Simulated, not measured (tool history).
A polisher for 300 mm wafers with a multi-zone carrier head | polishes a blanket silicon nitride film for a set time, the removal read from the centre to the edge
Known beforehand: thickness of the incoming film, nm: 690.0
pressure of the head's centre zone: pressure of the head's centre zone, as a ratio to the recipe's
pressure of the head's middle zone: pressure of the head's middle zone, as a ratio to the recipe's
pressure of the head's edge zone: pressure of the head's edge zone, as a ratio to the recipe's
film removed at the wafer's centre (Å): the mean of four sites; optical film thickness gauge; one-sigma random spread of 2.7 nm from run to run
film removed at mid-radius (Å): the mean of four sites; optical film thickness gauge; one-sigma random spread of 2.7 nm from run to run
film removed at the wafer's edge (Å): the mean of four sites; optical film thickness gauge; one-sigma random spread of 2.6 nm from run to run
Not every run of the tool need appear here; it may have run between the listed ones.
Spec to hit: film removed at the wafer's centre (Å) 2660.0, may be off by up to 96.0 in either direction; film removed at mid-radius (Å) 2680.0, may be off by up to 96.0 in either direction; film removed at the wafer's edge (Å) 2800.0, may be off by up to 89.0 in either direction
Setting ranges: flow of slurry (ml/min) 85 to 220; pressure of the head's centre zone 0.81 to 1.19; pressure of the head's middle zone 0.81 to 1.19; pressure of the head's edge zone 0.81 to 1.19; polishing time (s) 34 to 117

run,day,flow of slurry (ml/min),pressure of the head's centre zone,pressure of the head's middle zone,pressure of the head's edge zone,polishing time (s),film removed at the wafer's centre (Å),film removed at mid-radius (Å),film removed at the wafer's edge (Å)
1,0.000,140,1.00,1.00,1.00,75,2217.3,2280.7,2275.6
2,0.321,145,1.00,1.00,1.02,76,2329.6,2355.3,2345.2
3,0.638,150,0.99,1.00,1.04,76,2276.4,2314.8,2349.1
4,0.825,150,0.99,1.00,1.08,76,2348.3,2360.5,2388.9
5,0.975,150,0.99,1.00,1.08,63,1943.8,1914.1,1966.3
6,1.317,150,0.99,1.00,1.08,46,1412.6,1416.4,1455.2
7,1.404,175,0.97,1.03,1.18,67,2083.7,2140.0,2250.1
8,1.683,175,0.97,1.03,1.18,67,2065.0,2177.1,2285.2
9,1.917,180,0.98,1.03,1.18,68,2157.5,2183.6,2319.4
10,2.233,185,0.98,1.04,1.18,69,2150.3,2266.5,2372.8

Below are 4 possible settings for the next run. Only one of them brings all results inside the allowed miss of their targets. Which is it?
A,2.550,145,1.00,1.01,1.10,87,?,?,?
B,2.550,175,1.03,1.03,1.12,90,?,?,?
C,2.550,145,0.93,1.07,1.13,81,?,?,?
D,2.550,175,1.05,0.99,1.09,85,?,?,?

move,film removed at the wafer's centre (Å),film removed at mid-radius (Å),film removed at the wafer's edge (Å)
A,2689.2,2635.2,2779.1
B,2986.1,2871.8,2978.2
C,2328.1,2571.9,2621.2
D,2874.6,2626.8,2775.7
A: all results land within tolerance of their targets
B: pushes the last run's worst result past its target
C: nearer than the last run, and not there yet
D: pushes the last run's worst result past its target
Move A is the one to make.
